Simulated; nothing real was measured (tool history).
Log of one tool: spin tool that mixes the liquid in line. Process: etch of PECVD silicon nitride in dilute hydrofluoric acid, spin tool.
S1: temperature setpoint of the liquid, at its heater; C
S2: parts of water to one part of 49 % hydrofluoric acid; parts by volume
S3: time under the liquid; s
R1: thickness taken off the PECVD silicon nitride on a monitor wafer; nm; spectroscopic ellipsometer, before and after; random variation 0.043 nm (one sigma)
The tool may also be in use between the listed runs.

run	hour	S1	S2	S3	R1
1	0.0	21.0	40	90	2.9711
2	3.6	23.5	40	90	3.5146
3	4.9	25.5	40	90	3.9952
4	11.7	26.5	40	90	4.2906
5	16.6	27.5	40	90	4.5833
6	19.3	27.5	40	70	3.6135
7	26.0	28.0	35	70	4.2535
8	34.0	28.5	30	70	5.1333

Run 9 comes next. What will it give?
# hour 36.3: hydrofluoric acid flow meter replaced
9	36.3	29.0	30	70	?

R1: 5.6283 nm
